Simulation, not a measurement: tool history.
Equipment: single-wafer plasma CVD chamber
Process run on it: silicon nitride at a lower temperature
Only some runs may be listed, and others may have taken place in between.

run	hour	heater temperature setpoint (deg C)	chamber pressure (Torr)	RF power (kW)	deposition time (s)	mean film thickness on the monitor wafer (angstrom)
1	0	325	1.41	0.255	23.7	242.63
2	6	315	1.41	0.255	23.7	243.29
3	7.7	315	1.41	0.28	23.7	260.47
4	16.1	320	1.41	0.28	23.7	258.44
5	19.2	320	1.47	0.285	23.7	266.92
6	23.4	329	1.47	0.285	23.7	265.45
7	26.2	329	1.52	0.29	23.7	271.35

Run 8 comes next. What will it give?
8	29.5	329	1.55	0.295	23.7	?

mean film thickness on the monitor wafer (angstrom): 274.97

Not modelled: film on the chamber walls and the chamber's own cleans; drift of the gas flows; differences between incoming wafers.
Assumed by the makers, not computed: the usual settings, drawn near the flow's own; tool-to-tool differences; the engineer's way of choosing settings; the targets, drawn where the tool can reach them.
